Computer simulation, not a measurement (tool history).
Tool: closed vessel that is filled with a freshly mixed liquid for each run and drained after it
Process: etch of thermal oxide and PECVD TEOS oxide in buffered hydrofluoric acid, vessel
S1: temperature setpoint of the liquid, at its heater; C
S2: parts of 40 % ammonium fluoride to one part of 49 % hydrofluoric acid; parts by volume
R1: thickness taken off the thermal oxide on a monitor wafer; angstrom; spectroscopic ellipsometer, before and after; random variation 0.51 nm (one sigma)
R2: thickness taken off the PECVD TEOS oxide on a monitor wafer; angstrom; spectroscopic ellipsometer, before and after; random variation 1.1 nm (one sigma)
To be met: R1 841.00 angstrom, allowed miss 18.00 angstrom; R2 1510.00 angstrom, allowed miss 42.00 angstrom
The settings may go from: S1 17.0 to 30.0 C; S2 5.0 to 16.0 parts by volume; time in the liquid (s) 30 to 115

Run 1, hour 0.0: S1 22.0 C, S2 9.5 parts by volume, time in the liquid (s) 60. Result: R1 588.03 angstrom, R2 1053.80 angstrom.
Run 2, hour 7.3: S1 22.0 C, S2 12.5 parts by volume, time in the liquid (s) 60. Result: R1 457.83 angstrom, R2 815.08 angstrom.
Run 3, hour 9.8: S1 24.5 C, S2 12.0 parts by volume, time in the liquid (s) 60. Result: R1 552.39 angstrom, R2 987.56 angstrom.
Run 4, hour 13.4: S1 26.5 C, S2 11.5 parts by volume, time in the liquid (s) 60. Result: R1 637.74 angstrom, R2 1146.90 angstrom.
Run 5, hour 18.5: S1 27.5 C, S2 11.0 parts by volume, time in the liquid (s) 60. Result: R1 701.04 angstrom, R2 1252.90 angstrom.
Run 6, hour 24.3: S1 28.5 C, S2 11.0 parts by volume, time in the liquid (s) 60. Result: R1 740.92 angstrom, R2 1317.70 angstrom.
Run 7, hour 33.0: S1 29.0 C, S2 11.0 parts by volume, time in the liquid (s) 60. Result: R1 760.16 angstrom, R2 1353.80 angstrom.
Run 8, hour 37.4: S1 29.5 C, S2 11.0 parts by volume, time in the liquid (s) 60. Result: R1 780.14 angstrom, R2 1398.20 angstrom.

Which of these 5 next moves meets every target?
Run A, hour 41.8: S1 26.5 C, S2 9.0 parts by volume, time in the liquid (s) 65. Result: R1 ?, R2 ?.
Run B, hour 41.8: S1 29.5 C, S2 10.5 parts by volume, time in the liquid (s) 65. Result: R1 ?, R2 ?.
Run C, hour 41.8: S1 28.5 C, S2 10.5 parts by volume, time in the liquid (s) 70. Result: R1 ?, R2 ?.
Run D, hour 41.8: S1 29.5 C, S2 8.5 parts by volume, time in the liquid (s) 55. Result: R1 ?, R2 ?.
Run E, hour 41.8: S1 30.0 C, S2 12.0 parts by volume, time in the liquid (s) 65. Result: R1 ?, R2 ?.

move      R1       R2
   A  839.69  1514.10
   B  878.99  1584.90
   C  897.93  1619.10
   D  886.47  1598.40
   E  792.34  1428.70
A: meets every target
B: takes the result that was furthest off past its target
C: takes the result that was furthest off past its target
D: takes the result that was furthest off past its target
E: nearer than the last run, and not there yet
Answer: A
